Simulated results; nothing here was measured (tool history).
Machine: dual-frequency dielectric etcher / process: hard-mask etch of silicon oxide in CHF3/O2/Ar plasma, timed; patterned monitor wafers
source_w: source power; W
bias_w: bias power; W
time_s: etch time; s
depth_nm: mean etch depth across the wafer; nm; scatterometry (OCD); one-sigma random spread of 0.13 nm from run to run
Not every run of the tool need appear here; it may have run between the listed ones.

Run 1, day 0.000: source_w 530 W, bias_w 183 W, time_s 26.5 s. Result: depth_nm 46.043 nm.
Run 2, day 0.079: source_w 500 W, bias_w 173 W, time_s 26.5 s. Result: depth_nm 43.935 nm.
Run 3, day 0.192: source_w 500 W, bias_w 173 W, time_s 28.0 s. Result: depth_nm 46.601 nm.
Run 4, day 0.250: source_w 480 W, bias_w 164 W, time_s 28.0 s. Result: depth_nm 44.511 nm.
Run 5, day 0.488: source_w 390 W, bias_w 164 W, time_s 28.0 s. Result: depth_nm 41.447 nm.
Run 6, day 0.646: source_w 330 W, bias_w 164 W, time_s 28.0 s. Result: depth_nm 38.716 nm.
Run 7, day 0.817: source_w 330 W, bias_w 160 W, time_s 28.0 s. Result: depth_nm 38.432 nm.

What does the tool deliver on the next run?
Run 8, day 0.862: source_w 330 W, bias_w 156 W, time_s 28.0 s. Result: depth_nm ?.

depth_nm: 38.026 nm

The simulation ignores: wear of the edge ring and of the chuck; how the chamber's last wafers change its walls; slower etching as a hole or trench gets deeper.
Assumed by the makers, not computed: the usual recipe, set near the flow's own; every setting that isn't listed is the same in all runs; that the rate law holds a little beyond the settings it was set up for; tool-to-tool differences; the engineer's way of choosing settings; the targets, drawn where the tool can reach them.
